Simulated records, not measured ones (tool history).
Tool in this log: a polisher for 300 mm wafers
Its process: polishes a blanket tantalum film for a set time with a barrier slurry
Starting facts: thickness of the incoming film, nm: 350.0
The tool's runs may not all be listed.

run,day,flow of slurry (ml/min),pressure of the wafer on the pad (kPa),speed of the pad under the wafer (m/s),abrasive content of the slurry,polishing time (s),film removed (Å)
1,0.000,260,15.9,0.86,1.0,80,1082.3
2,0.088,290,15.9,0.86,1.0,80,1123.9
3,0.158,290,15.9,0.96,1.0,80,1241.3
4,0.375,285,15.2,0.96,1.0,80,1219.0
5,0.608,285,15.2,0.96,0.8,80,1105.9
6,0.725,280,15.2,0.96,0.8,80,1121.9

Expected results for the next run?
7,0.850,275,15.2,0.96,0.8,80,?

film removed (Å): 1109.2
